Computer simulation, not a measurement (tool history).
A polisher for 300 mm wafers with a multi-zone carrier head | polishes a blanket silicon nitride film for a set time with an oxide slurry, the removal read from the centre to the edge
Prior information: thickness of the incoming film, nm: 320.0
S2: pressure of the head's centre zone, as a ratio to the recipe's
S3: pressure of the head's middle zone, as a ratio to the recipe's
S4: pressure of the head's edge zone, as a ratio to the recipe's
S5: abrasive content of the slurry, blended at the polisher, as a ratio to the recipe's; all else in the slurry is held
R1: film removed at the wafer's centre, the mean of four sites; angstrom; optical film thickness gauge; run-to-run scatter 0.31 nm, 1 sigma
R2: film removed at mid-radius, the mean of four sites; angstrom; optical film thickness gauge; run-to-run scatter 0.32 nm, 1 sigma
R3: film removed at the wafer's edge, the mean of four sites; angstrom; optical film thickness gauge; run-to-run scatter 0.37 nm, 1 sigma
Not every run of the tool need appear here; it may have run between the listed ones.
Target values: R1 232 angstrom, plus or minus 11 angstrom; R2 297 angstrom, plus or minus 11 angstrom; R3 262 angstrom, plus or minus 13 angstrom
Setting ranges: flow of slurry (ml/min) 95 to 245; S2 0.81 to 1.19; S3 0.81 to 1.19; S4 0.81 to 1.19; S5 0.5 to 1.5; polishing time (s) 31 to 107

Run 1, hour 0: flow of slurry (ml/min) 155, S2 1, S3 1, S4 1, S5 1, polishing time (s) 69. Result: R1 518.23 angstrom, R2 521.32 angstrom, R3 518.77 angstrom.
Run 2, hour 8.2: flow of slurry (ml/min) 185, S2 1, S3 1, S4 1, S5 1, polishing time (s) 69. Result: R1 530.65 angstrom, R2 544.6 angstrom, R3 531.19 angstrom.
Run 3, hour 11.3: flow of slurry (ml/min) 185, S2 0.97, S3 1.01, S4 0.98, S5 0.9, polishing time (s) 64. Result: R1 464.75 angstrom, R2 484.8 angstrom, R3 478.3 angstrom.
Run 4, hour 16.3: flow of slurry (ml/min) 185, S2 0.97, S3 1.01, S4 0.98, S5 1.05, polishing time (s) 64. Result: R1 509.36 angstrom, R2 511.95 angstrom, R3 505.63 angstrom.
Run 5, hour 24.2: flow of slurry (ml/min) 185, S2 0.97, S3 0.94, S4 0.98, S5 1.05, polishing time (s) 64. Result: R1 498.39 angstrom, R2 477.07 angstrom, R3 517.61 angstrom.
Run 6, hour 29.2: flow of slurry (ml/min) 185, S2 1.02, S3 0.94, S4 0.98, S5 1.05, polishing time (s) 64. Result: R1 529.2 angstrom, R2 488.8 angstrom, R3 505.34 angstrom.
Run 7, hour 32.3: flow of slurry (ml/min) 180, S2 0.99, S3 0.98, S4 0.97, S5 0.95, polishing time (s) 59. Result: R1 457.1 angstrom, R2 434.93 angstrom, R3 442.85 angstrom.
Run 8, hour 35.6: flow of slurry (ml/min) 175, S2 0.96, S3 1.02, S4 0.97, S5 0.85, polishing time (s) 55. Result: R1 377.76 angstrom, R2 399.24 angstrom, R3 388.29 angstrom.
Run 9, hour 36.7: flow of slurry (ml/min) 175, S2 0.96, S3 1.02, S4 0.97, S5 0.85, polishing time (s) 55. Result: R1 380.14 angstrom, R2 397.67 angstrom, R3 386.68 angstrom.
Run 10, hour 44.4: flow of slurry (ml/min) 165, S2 0.94, S3 1.04, S4 0.96, S5 0.8, polishing time (s) 54. Result: R1 363.33 angstrom, R2 389.54 angstrom, R3 375.03 angstrom.
Run 11, hour 46.7: flow of slurry (ml/min) 165, S2 0.93, S3 1.06, S4 0.96, S5 0.75, polishing time (s) 52. Result: R1 324.26 angstrom, R2 363.12 angstrom, R3 339.32 angstrom.
Run 12, hour 47.7: flow of slurry (ml/min) 160, S2 0.91, S3 1.07, S4 0.95, S5 0.7, polishing time (s) 52. Result: R1 314.47 angstrom, R2 359.7 angstrom, R3 333.93 angstrom.
Run 13, hour 54.2: flow of slurry (ml/min) 155, S2 0.9, S3 1.08, S4 0.94, S5 0.65, polishing time (s) 51. Result: R1 289.51 angstrom, R2 341.08 angstrom, R3 308.15 angstrom.
Run 14, hour 61.5: flow of slurry (ml/min) 150, S2 0.88, S3 1.08, S4 0.93, S5 0.65, polishing time (s) 51. Result: R1 275.81 angstrom, R2 339.74 angstrom, R3 305.53 angstrom.
Run 15, hour 64.4: flow of slurry (ml/min) 145, S2 0.88, S3 1.07, S4 0.91, S5 0.65, polishing time (s) 51. Result: R1 286.36 angstrom, R2 330.63 angstrom, R3 305.2 angstrom.
Run 16, hour 73.4: flow of slurry (ml/min) 140, S2 0.87, S3 1.08, S4 0.91, S5 0.6, polishing time (s) 51. Result: R1 262.4 angstrom, R2 325.05 angstrom, R3 296.34 angstrom.
Run 17, hour 77.6: flow of slurry (ml/min) 140, S2 0.87, S3 1.08, S4 0.9, S5 0.6, polishing time (s) 51. Result: R1 261.26 angstrom, R2 322.03 angstrom, R3 300.41 angstrom.
Run 18, hour 82.7: flow of slurry (ml/min) 140, S2 0.87, S3 1.09, S4 0.9, S5 0.6, polishing time (s) 50. Result: R1 264.72 angstrom, R2 319.98 angstrom, R3 288.19 angstrom.
Run 19, hour 84.2: flow of slurry (ml/min) 135, S2 0.86, S3 1.09, S4 0.89, S5 0.6, polishing time (s) 50. Result: R1 258.15 angstrom, R2 324.01 angstrom, R3 287.42 angstrom.
Run 20, hour 92.6: flow of slurry (ml/min) 135, S2 0.86, S3 1.09, S4 0.88, S5 0.6, polishing time (s) 50. Result: R1 255.27 angstrom, R2 313.47 angstrom, R3 283.11 angstrom.
Run 21, hour 94.4: flow of slurry (ml/min) 130, S2 0.85, S3 1.09, S4 0.87, S5 0.6, polishing time (s) 50. Result: R1 251.5 angstrom, R2 318.39 angstrom, R3 282.15 angstrom.
Run 22, hour 101.8: flow of slurry (ml/min) 130, S2 0.85, S3 1.09, S4 0.86, S5 0.6, polishing time (s) 50. Result: R1 248.93 angstrom, R2 312.73 angstrom, R3 282.13 angstrom.
Run 23, hour 108.4: flow of slurry (ml/min) 130, S2 0.85, S3 1.09, S4 0.85, S5 0.6, polishing time (s) 50. Result: R1 250.78 angstrom, R2 319.11 angstrom, R3 278.41 angstrom.
Run 24, hour 114.1: flow of slurry (ml/min) 125, S2 0.85, S3 1.09, S4 0.84, S5 0.6, polishing time (s) 50. Result: R1 252.18 angstrom, R2 312.66 angstrom, R3 283.52 angstrom.

Which single option among these 4 for the next run brings every result within its allowed miss of target? Just one does.
Run A, hour 119.8: flow of slurry (ml/min) 150, S2 0.9, S3 1.12, S4 0.87, S5 0.6, polishing time (s) 49. Result: R1 ?, R2 ?, R3 ?.
Run B, hour 119.8: flow of slurry (ml/min) 145, S2 0.89, S3 0.98, S4 0.81, S5 0.7, polishing time (s) 50. Result: R1 ?, R2 ?, R3 ?.
Run C, hour 119.8: flow of slurry (ml/min) 110, S2 0.83, S3 1.08, S4 0.82, S5 0.9, polishing time (s) 40. Result: R1 ?, R2 ?, R3 ?.
Run D, hour 119.8: flow of slurry (ml/min) 125, S2 0.93, S3 1.03, S4 0.81, S5 0.6, polishing time (s) 48. Result: R1 ?, R2 ?, R3 ?.

move      R1      R2      R3
   A  272.45   325.1  285.46
   B  293.79  316.87  303.95
   C  234.96  295.75  265.11
   D  267.47  288.98  267.25
A: its largest miss is bigger than the last run's
B: its largest miss is bigger than the last run's
C: in spec on every target
D: its largest miss is bigger than the last run's
Answer: C

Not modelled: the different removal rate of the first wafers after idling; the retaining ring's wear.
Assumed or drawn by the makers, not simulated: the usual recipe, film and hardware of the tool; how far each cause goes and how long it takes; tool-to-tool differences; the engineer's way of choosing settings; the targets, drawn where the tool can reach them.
